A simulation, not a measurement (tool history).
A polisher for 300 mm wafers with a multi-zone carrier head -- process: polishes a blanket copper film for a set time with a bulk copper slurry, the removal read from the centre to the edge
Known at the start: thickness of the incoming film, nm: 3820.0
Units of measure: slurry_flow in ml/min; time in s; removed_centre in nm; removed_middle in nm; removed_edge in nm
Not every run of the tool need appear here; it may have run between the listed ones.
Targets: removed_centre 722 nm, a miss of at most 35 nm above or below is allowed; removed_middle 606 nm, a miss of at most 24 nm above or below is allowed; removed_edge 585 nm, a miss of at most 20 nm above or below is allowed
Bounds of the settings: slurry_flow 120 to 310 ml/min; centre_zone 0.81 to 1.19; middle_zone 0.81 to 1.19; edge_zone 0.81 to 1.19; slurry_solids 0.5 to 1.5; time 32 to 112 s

{"run": 1, "hour": 0.0, "slurry_flow": 200, "centre_zone": 1, "middle_zone": 1, "edge_zone": 1, "slurry_solids": 1, "time": 72, "removed_centre": 847.15, "removed_middle": 824.9, "removed_edge": 820.66}
{"run": 2, "hour": 4.7, "slurry_flow": 200, "centre_zone": 1.02, "middle_zone": 0.99, "edge_zone": 0.98, "slurry_solids": 0.9, "time": 70, "removed_centre": 787.55, "removed_middle": 779.63, "removed_edge": 775.3}
{"run": 3, "hour": 7.6, "slurry_flow": 210, "centre_zone": 1.05, "middle_zone": 0.98, "edge_zone": 0.96, "slurry_solids": 0.9, "time": 67, "removed_centre": 809.34, "removed_middle": 753.38, "removed_edge": 744.5}
{"run": 4, "hour": 12.5, "slurry_flow": 230, "centre_zone": 1.05, "middle_zone": 0.98, "edge_zone": 0.96, "slurry_solids": 0.9, "time": 67, "removed_centre": 809.19, "removed_middle": 763.29, "removed_edge": 743.87}
{"run": 5, "hour": 17.8, "slurry_flow": 200, "centre_zone": 1.05, "middle_zone": 0.98, "edge_zone": 0.96, "slurry_solids": 0.9, "time": 67, "removed_centre": 791.1, "removed_middle": 753.09, "removed_edge": 737.84}
{"run": 6, "hour": 24.6, "slurry_flow": 165, "centre_zone": 1.05, "middle_zone": 0.98, "edge_zone": 0.96, "slurry_solids": 0.9, "time": 67, "removed_centre": 796.81, "removed_middle": 741.72, "removed_edge": 711.81}
{"run": 7, "hour": 29.3, "slurry_flow": 125, "centre_zone": 1.07, "middle_zone": 0.9, "edge_zone": 0.86, "slurry_solids": 0.65, "time": 63, "removed_centre": 653.15, "removed_middle": 576.41, "removed_edge": 592.04}
{"run": 8, "hour": 35.7, "slurry_flow": 130, "centre_zone": 1.08, "middle_zone": 0.91, "edge_zone": 0.86, "slurry_solids": 0.65, "time": 63, "removed_centre": 677.81, "removed_middle": 578.2, "removed_edge": 595.5}
{"run": 9, "hour": 41.7, "slurry_flow": 130, "centre_zone": 1.09, "middle_zone": 0.92, "edge_zone": 0.86, "slurry_solids": 0.65, "time": 63, "removed_centre": 687.51, "removed_middle": 583.13, "removed_edge": 593.43}
{"run": 10, "hour": 43.4, "slurry_flow": 130, "centre_zone": 1.09, "middle_zone": 0.93, "edge_zone": 0.86, "slurry_solids": 0.65, "time": 63, "removed_centre": 681.86, "removed_middle": 591.56, "removed_edge": 587.15}

Pick the move, out of 5, that brings all results within their allowed miss; only one does.
{"run": "A", "hour": 45.1, "slurry_flow": 120, "centre_zone": 1.16, "middle_zone": 0.97, "edge_zone": 0.88, "slurry_solids": 0.65, "time": 63, "removed_centre": "?", "removed_middle": "?", "removed_edge": "?"}
{"run": "B", "hour": 45.1, "slurry_flow": 125, "centre_zone": 0.94, "middle_zone": 0.98, "edge_zone": 0.87, "slurry_solids": 0.85, "time": 59, "removed_centre": "?", "removed_middle": "?", "removed_edge": "?"}
{"run": "C", "hour": 45.1, "slurry_flow": 135, "centre_zone": 1.06, "middle_zone": 0.9, "edge_zone": 0.9, "slurry_solids": 0.6, "time": 63, "removed_centre": "?", "removed_middle": "?", "removed_edge": "?"}
{"run": "D", "hour": 45.1, "slurry_flow": 125, "centre_zone": 1.16, "middle_zone": 0.86, "edge_zone": 0.81, "slurry_solids": 0.6, "time": 63, "removed_centre": "?", "removed_middle": "?", "removed_edge": "?"}
{"run": "E", "hour": 45.1, "slurry_flow": 120, "centre_zone": 1.06, "middle_zone": 1.03, "edge_zone": 0.81, "slurry_solids": 0.6, "time": 64, "removed_centre": "?", "removed_middle": "?", "removed_edge": "?"}

move=A removed_centre=727.25 removed_middle=597.38 removed_edge=587.53
move=B removed_centre=583.43 removed_middle=597.5 removed_edge=577.57
move=C removed_centre=670.39 removed_middle=565.37 removed_edge=594.68
move=D removed_centre=722.74 removed_middle=537.03 removed_edge=562.2
move=E removed_centre=665.66 removed_middle=629.99 removed_edge=566.86
A: every result within its allowed miss
B: further off than the last run
C: further off than the last run
D: brings the result that was furthest off to its target, and leaves another outside
E: further off than the last run
The right move is A.

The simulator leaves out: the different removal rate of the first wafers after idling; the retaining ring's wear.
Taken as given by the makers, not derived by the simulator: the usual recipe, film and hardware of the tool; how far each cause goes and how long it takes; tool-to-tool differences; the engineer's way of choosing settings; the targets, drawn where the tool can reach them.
